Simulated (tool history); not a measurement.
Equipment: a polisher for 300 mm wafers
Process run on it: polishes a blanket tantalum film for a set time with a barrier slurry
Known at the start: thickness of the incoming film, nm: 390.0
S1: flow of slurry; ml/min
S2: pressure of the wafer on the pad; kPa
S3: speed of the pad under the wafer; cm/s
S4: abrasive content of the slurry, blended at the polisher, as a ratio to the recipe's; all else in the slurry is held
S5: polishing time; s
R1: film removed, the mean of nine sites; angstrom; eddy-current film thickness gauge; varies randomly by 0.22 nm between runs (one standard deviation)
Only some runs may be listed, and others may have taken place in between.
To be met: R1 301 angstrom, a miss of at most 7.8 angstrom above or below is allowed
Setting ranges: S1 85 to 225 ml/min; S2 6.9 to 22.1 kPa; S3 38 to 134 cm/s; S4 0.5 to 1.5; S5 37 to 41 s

run  hour   S1    S2   S3  S4  S5      R1
  1     0  145  14.5   86   1  41  514.67
  2   1.3  145  14.5  100   1  41  588.82
  3   9.3  145  14.5   84   1  41  508.73
  4  14.1  135  12.4   84   1  41  437.27
  5  20.8  135  12.4   84   1  37  392.49
  6  24.1  125  11.7   84   1  37  371.62
  7  32.7  115    11   84   1  37  351.11
  8  39.4  110  10.3   84   1  37  329.94
  9    47  105  10.3   84   1  37     324
 10  48.8  100  10.3   84   1  37  319.39
 11  50.5   95  10.3   84   1  37  310.26
 12  56.6   90  10.3   84   1  37  311.54
 13  65.7   85   9.7   84   1  37  290.11
 14  67.4   85   9.7   84   1  37  290.34
 15  71.6   85   9.7   84   1  37  290.49

5 candidate next runs follow, results not yet known. Just one meets every target within its allowed miss. Identify it.
  A  75.8   90    9  82  0.95  41   ?
  B  75.8   85  6.9  92  1.05  40   ?
  C  75.8   85  7.6  88   1.1  40   ?
  D  75.8   85    9  88     1  37   ?
  E  75.8  135  9.7  78   0.9  40   ?

move      R1
   A  298.22
   B  275.39
   C  283.76
   D  286.47
   E  320.71
A: in spec on every target
B: lands further from the targets than the last run did
C: lands further from the targets than the last run did
D: lands further from the targets than the last run did
E: carries the result that was furthest off beyond its target, to the other side
A meets every target.
